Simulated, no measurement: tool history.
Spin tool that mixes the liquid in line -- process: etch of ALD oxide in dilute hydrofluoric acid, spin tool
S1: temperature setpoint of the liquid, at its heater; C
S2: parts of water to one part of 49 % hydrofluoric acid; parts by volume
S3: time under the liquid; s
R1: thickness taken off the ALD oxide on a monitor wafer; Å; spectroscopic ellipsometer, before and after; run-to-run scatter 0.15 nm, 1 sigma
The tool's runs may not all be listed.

run	hour	S1	S2	S3	R1
1	0	22	70	80	176.2
2	5.3	22	70	85	188.5
3	8.5	22	45	85	301.72
4	9.3	21	45	85	290.86
5	13.3	21	60	85	214.38
6	20.9	21	85	85	146.94
7	27.7	23.5	80	85	175.04
8	29.4	25.5	80	85	186.72
9	37.3	29.5	65	85	274.82

Run 10, settings as shown, results not yet in. Your forecast:
10	45.5	29	65	85	?

{"run 10": {"R1": 269.8}}
